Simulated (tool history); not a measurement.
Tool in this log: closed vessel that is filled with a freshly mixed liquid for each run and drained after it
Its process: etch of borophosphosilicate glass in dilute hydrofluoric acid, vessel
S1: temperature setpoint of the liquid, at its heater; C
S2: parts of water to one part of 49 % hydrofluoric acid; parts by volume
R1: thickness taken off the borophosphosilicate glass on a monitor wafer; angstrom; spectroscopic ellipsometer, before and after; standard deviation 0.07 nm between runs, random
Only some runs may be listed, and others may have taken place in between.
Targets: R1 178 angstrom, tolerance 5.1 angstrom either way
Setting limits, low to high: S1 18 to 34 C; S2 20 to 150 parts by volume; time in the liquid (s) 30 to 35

Run 1, hour 0: S1 26 C, S2 85 parts by volume, time in the liquid (s) 35. Result: R1 340.2 angstrom.
Run 2, hour 7.1: S1 29.5 C, S2 85 parts by volume, time in the liquid (s) 35. Result: R1 390.41 angstrom.
Run 3, hour 12.4: S1 29.5 C, S2 85 parts by volume, time in the liquid (s) 35. Result: R1 391.35 angstrom.
Run 4, hour 21.2: S1 31.5 C, S2 85 parts by volume, time in the liquid (s) 35. Result: R1 421.67 angstrom.
Run 5, hour 25.6: S1 28.5 C, S2 90 parts by volume, time in the liquid (s) 35. Result: R1 351.71 angstrom.
Run 6, hour 33.6: S1 28.5 C, S2 90 parts by volume, time in the liquid (s) 35. Result: R1 354.38 angstrom.
Run 7, hour 34.9: S1 26 C, S2 95 parts by volume, time in the liquid (s) 35. Result: R1 300.46 angstrom.
Run 8, hour 43.6: S1 24 C, S2 100 parts by volume, time in the liquid (s) 35. Result: R1 261.89 angstrom.
Run 9, hour 44.9: S1 22.5 C, S2 105 parts by volume, time in the liquid (s) 35. Result: R1 234.56 angstrom.
Run 10, hour 48.4: S1 21.5 C, S2 110 parts by volume, time in the liquid (s) 35. Result: R1 214.24 angstrom.
Run 11, hour 55.7: S1 20.5 C, S2 110 parts by volume, time in the liquid (s) 35. Result: R1 204.99 angstrom.
Run 12, hour 61.9: S1 20 C, S2 110 parts by volume, time in the liquid (s) 35. Result: R1 200.89 angstrom.
Run 13, hour 66: S1 19.5 C, S2 110 parts by volume, time in the liquid (s) 35. Result: R1 197.23 angstrom.
Run 14, hour 70.3: S1 19 C, S2 110 parts by volume, time in the liquid (s) 35. Result: R1 194.12 angstrom.

Next run, 4 choices. One meets every target within its allowed miss, the rest don't. Which?
Run A, hour 74.6: S1 20.5 C, S2 115 parts by volume, time in the liquid (s) 35. Result: R1 ?.
Run B, hour 74.6: S1 18 C, S2 100 parts by volume, time in the liquid (s) 30. Result: R1 ?.
Run C, hour 74.6: S1 20.5 C, S2 110 parts by volume, time in the liquid (s) 35. Result: R1 ?.
Run D, hour 74.6: S1 20.5 C, S2 120 parts by volume, time in the liquid (s) 35. Result: R1 ?.

move      R1
   A  195.62
   B  176.83
   C  205.65
   D  186.44
A: further off than the last run
B: all results in spec
C: further off than the last run
D: moves toward the targets from the last run without getting all of them in spec
The right move is B.
